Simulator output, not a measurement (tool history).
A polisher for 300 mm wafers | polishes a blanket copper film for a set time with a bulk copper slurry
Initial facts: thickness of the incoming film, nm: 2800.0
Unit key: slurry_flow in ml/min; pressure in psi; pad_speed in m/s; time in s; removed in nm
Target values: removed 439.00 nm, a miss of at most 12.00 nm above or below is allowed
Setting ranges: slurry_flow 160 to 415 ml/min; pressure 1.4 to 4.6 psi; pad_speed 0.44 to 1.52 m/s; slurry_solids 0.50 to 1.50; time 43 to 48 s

run 1 hour=0.0 | slurry_flow=265 pressure=3.0 pad_speed=0.98 slurry_solids=1.00 time=48 | removed=532.68
run 2 hour=2.8 | slurry_flow=260 pressure=2.8 pad_speed=0.98 slurry_solids=1.00 time=48 | removed=503.46
run 3 hour=10.0 | slurry_flow=260 pressure=2.8 pad_speed=0.98 slurry_solids=1.10 time=48 | removed=509.94
run 4 hour=13.6 | slurry_flow=260 pressure=2.7 pad_speed=0.98 slurry_solids=1.10 time=48 | removed=493.08
run 5 hour=16.2 | slurry_flow=260 pressure=2.7 pad_speed=0.98 slurry_solids=1.10 time=48 | removed=487.75
run 6 hour=17.3 | slurry_flow=260 pressure=2.7 pad_speed=0.98 slurry_solids=1.10 time=48 | removed=490.57
run 7 hour=18.4 | slurry_flow=260 pressure=2.6 pad_speed=0.98 slurry_solids=1.10 time=48 | removed=473.29
run 8 hour=25.2 | slurry_flow=260 pressure=2.5 pad_speed=0.98 slurry_solids=1.10 time=48 | removed=456.32

Exactly one of the 4 candidate moves below puts every result within its allowed miss. Which one?
run A hour=32.0 | slurry_flow=280 pressure=2.6 pad_speed=1.10 slurry_solids=1.00 time=44 | removed=?
run B hour=32.0 | slurry_flow=250 pressure=2.6 pad_speed=1.02 slurry_solids=1.05 time=47 | removed=?
run C hour=32.0 | slurry_flow=225 pressure=2.0 pad_speed=1.24 slurry_solids=0.95 time=48 | removed=?
run D hour=32.0 | slurry_flow=285 pressure=2.4 pad_speed=1.10 slurry_solids=1.20 time=44 | removed=?

move=A removed=476.03
move=B removed=473.14
move=C removed=435.41
move=D removed=459.83
A: lands further from the targets than the last run did
B: lands further from the targets than the last run did
C: hits every target within its allowed miss
D: lands further from the targets than the last run did
So the answer is move C, the one that meets all the targets.
